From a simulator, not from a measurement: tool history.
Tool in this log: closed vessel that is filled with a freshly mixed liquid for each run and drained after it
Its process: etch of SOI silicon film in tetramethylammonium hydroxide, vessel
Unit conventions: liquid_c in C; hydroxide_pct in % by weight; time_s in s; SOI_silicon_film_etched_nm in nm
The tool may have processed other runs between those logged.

run	hour	liquid_c	hydroxide_pct	time_s	SOI_silicon_film_etched_nm
1	0.0	72.0	9.0	100	789.17
2	9.1	71.0	9.0	100	748.95
3	12.1	75.0	9.0	100	947.76
4	16.2	75.0	8.5	100	968.00
5	19.5	75.0	8.5	110	1071.30
6	25.4	72.5	8.5	110	927.70
7	27.3	71.0	8.5	110	842.65
8	35.5	70.0	8.5	110	792.01

The next listed run, before its measurement:
9	41.5	69.0	8.5	110	?

{"run 9": {"SOI_silicon_film_etched_nm": 756.91}}

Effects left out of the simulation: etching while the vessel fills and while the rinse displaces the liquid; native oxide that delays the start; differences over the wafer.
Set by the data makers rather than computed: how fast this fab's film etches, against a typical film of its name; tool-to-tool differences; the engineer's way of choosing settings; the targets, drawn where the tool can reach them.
